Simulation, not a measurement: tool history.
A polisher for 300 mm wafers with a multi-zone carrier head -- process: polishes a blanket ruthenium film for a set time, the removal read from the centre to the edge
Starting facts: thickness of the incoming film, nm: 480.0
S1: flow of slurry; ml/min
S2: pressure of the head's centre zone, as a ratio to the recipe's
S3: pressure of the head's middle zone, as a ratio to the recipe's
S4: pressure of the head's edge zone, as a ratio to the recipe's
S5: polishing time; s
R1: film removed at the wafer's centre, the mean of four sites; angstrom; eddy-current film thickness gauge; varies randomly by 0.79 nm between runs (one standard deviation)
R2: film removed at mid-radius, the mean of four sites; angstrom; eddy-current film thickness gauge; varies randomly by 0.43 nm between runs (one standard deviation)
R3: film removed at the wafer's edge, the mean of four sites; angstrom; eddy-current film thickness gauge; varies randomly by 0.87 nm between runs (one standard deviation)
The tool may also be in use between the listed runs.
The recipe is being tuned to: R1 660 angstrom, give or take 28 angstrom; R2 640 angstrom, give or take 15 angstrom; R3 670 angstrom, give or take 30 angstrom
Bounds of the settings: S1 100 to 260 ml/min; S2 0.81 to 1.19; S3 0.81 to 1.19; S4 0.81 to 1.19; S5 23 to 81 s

run	hour	S1	S2	S3	S4	S5	R1	R2	R3
1	0	165	1	1	1	52	807.95	789.96	805.5
2	3.9	145	1	1	1	52	778.37	770.72	780.62
3	10.2	170	1	1	1	52	810.06	796.43	818
4	17.4	160	0.99	0.98	0.98	52	798.41	776.63	788.03
5	26.4	150	0.98	0.96	0.97	52	750.73	754.77	777.46
6	34.6	145	0.98	0.94	0.95	52	765.03	737.02	759.43
7	39.8	140	0.97	0.93	0.94	52	744.75	729.05	748.32
8	44.2	110	0.93	0.83	0.84	50	649.85	610.58	670.18
9	51	115	0.93	0.84	0.84	50	682.45	613.55	686.14
10	53.7	115	0.93	0.84	0.84	50	649.93	619.45	681.08

4 candidate next runs follow, results not yet known. Just one meets every target within its allowed miss. Identify it.
A	56.4	105	0.98	0.82	0.83	51	?	?	?
B	56.4	145	0.91	0.84	0.96	46	?	?	?
C	56.4	130	1.02	0.85	0.9	46	?	?	?
D	56.4	120	0.94	0.88	0.81	49	?	?	?

move	R1	R2	R3
A	707.04	604.9	684.86
B	630.08	588.14	686.21
C	693.03	583.23	657.5
D	669.65	630.99	661.47
A: the biggest miss grows against the last run
B: the biggest miss grows against the last run
C: the biggest miss grows against the last run
D: in spec on every target
Move D is the one to make.
